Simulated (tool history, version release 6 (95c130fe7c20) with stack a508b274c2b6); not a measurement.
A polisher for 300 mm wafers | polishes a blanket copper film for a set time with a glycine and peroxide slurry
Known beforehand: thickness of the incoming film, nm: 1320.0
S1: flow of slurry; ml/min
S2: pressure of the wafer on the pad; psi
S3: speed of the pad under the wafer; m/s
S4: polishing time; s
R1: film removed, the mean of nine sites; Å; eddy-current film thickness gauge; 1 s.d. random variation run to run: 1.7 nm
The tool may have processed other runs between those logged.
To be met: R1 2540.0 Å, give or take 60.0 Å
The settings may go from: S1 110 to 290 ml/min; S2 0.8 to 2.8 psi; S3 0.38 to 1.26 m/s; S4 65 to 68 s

run,hour,S1,S2,S3,S4,R1
1,0.0,185,1.8,0.82,65,1878.7
2,3.4,160,1.8,0.82,65,1847.9
3,12.1,170,2.0,0.82,65,2004.0
4,20.7,170,2.0,0.82,68,2076.7
5,27.5,170,2.0,1.00,68,2412.8
6,33.4,170,1.8,1.00,68,2230.6
7,37.8,180,1.9,1.00,68,2365.3
8,41.3,190,1.9,1.00,68,2387.0

Of the 5 settings listed for the next run, only one would bring every result within its allowed miss of target. Which one?
A,44.8,210,1.9,0.98,65,?
B,44.8,165,1.9,0.98,66,?
C,44.8,190,1.9,0.96,68,?
D,44.8,185,2.1,1.08,67,?
E,44.8,210,2.0,1.02,68,?

move,R1
A,2244.4
B,2215.4
C,2287.4
D,2633.8
E,2507.4
A: the biggest miss grows against the last run
B: the biggest miss grows against the last run
C: the biggest miss grows against the last run
D: takes the biggest miss from the last run beyond its target
E: hits every target within its allowed miss
Go with E: it meets all targets.
